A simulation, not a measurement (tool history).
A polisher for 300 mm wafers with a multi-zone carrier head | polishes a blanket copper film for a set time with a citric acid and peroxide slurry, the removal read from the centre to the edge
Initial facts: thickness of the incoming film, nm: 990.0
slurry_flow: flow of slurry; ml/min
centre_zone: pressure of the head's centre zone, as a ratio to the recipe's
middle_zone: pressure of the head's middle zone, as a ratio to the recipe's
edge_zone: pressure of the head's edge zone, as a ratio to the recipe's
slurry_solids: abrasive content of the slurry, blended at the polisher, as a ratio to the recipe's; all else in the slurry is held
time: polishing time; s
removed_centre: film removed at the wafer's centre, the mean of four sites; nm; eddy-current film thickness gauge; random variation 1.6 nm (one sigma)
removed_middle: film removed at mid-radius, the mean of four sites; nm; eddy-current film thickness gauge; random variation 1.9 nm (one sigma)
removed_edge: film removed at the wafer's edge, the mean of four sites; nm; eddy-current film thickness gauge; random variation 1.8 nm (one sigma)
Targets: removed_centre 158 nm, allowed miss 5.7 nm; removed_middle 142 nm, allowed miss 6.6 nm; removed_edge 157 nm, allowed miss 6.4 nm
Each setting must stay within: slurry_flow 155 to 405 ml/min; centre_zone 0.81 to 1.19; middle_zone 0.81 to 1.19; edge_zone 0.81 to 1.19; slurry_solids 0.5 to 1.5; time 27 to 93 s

run 1 hour=0 | slurry_flow=260 centre_zone=1 middle_zone=1 edge_zone=1 slurry_solids=1 time=59 | removed_centre=190.68 removed_middle=194.76 removed_edge=189.78
run 2 hour=4.8 | slurry_flow=260 centre_zone=1 middle_zone=1 edge_zone=1 slurry_solids=0.85 time=59 | removed_centre=182.72 removed_middle=188.46 removed_edge=183.04
run 3 hour=10.4 | slurry_flow=260 centre_zone=1 middle_zone=0.92 edge_zone=1 slurry_solids=0.85 time=59 | removed_centre=180.01 removed_middle=175.3 removed_edge=180.57
run 4 hour=16.4 | slurry_flow=255 centre_zone=1 middle_zone=0.9 edge_zone=1 slurry_solids=0.8 time=59 | removed_centre=182.99 removed_middle=164.88 removed_edge=177.49
run 5 hour=18.7 | slurry_flow=255 centre_zone=1 middle_zone=0.95 edge_zone=1 slurry_solids=0.8 time=59 | removed_centre=177.79 removed_middle=174.1 removed_edge=175.15
run 6 hour=25.4 | slurry_flow=245 centre_zone=0.99 middle_zone=0.93 edge_zone=0.99 slurry_solids=0.75 time=59 | removed_centre=174.2 removed_middle=166.26 removed_edge=176.07
run 7 hour=30.9 | slurry_flow=245 centre_zone=0.99 middle_zone=0.93 edge_zone=0.99 slurry_solids=0.75 time=59 | removed_centre=175.48 removed_middle=171.36 removed_edge=175.35
run 8 hour=32.5 | slurry_flow=245 centre_zone=0.99 middle_zone=0.93 edge_zone=0.99 slurry_solids=0.75 time=59 | removed_centre=175.36 removed_middle=168.64 removed_edge=174.23
run 9 hour=33.1 | slurry_flow=245 centre_zone=0.98 middle_zone=0.91 edge_zone=0.98 slurry_solids=0.7 time=59 | removed_centre=170.67 removed_middle=160.6 removed_edge=172.19
run 10 hour=37.7 | slurry_flow=245 centre_zone=0.98 middle_zone=0.9 edge_zone=0.97 slurry_solids=0.65 time=59 | removed_centre=168.66 removed_middle=158.14 removed_edge=165.52
run 11 hour=39.7 | slurry_flow=225 centre_zone=0.94 middle_zone=0.81 edge_zone=0.97 slurry_solids=0.55 time=58 | removed_centre=151.22 removed_middle=137.09 removed_edge=156.37
run 12 hour=46.1 | slurry_flow=230 centre_zone=0.94 middle_zone=0.81 edge_zone=0.97 slurry_solids=0.55 time=58 | removed_centre=150.84 removed_middle=134.58 removed_edge=158.37

Next run, 5 choices. One meets every target within its allowed miss, the rest don't. Which?
run A hour=52.5 | slurry_flow=285 centre_zone=0.97 middle_zone=0.83 edge_zone=0.94 slurry_solids=0.5 time=59 | removed_centre=? removed_middle=? removed_edge=?
run B hour=52.5 | slurry_flow=250 centre_zone=0.95 middle_zone=0.9 edge_zone=0.91 slurry_solids=0.6 time=58 | removed_centre=? removed_middle=? removed_edge=?
run C hour=52.5 | slurry_flow=235 centre_zone=1 middle_zone=0.99 edge_zone=0.87 slurry_solids=0.65 time=54 | removed_centre=? removed_middle=? removed_edge=?
run D hour=52.5 | slurry_flow=265 centre_zone=0.92 middle_zone=0.84 edge_zone=0.98 slurry_solids=0.5 time=54 | removed_centre=? removed_middle=? removed_edge=?
run E hour=52.5 | slurry_flow=335 centre_zone=0.9 middle_zone=0.85 edge_zone=0.97 slurry_solids=0.55 time=54 | removed_centre=? removed_middle=? removed_edge=?

move=A removed_centre=161.14 removed_middle=143.35 removed_edge=158.68
move=B removed_centre=158.43 removed_middle=154.07 removed_edge=157.58
move=C removed_centre=156.63 removed_middle=156.66 removed_edge=145.1
move=D removed_centre=138.54 removed_middle=131.42 removed_edge=147.17
move=E removed_centre=142.05 removed_middle=138.75 removed_edge=152.19
A: in spec on every target
B: puts the biggest miss on target and leaves a different result outside tolerance
C: puts the biggest miss on target and leaves a different result outside tolerance
D: moves away from the targets compared with the last run
E: moves away from the targets compared with the last run
The move that meets every target is A.
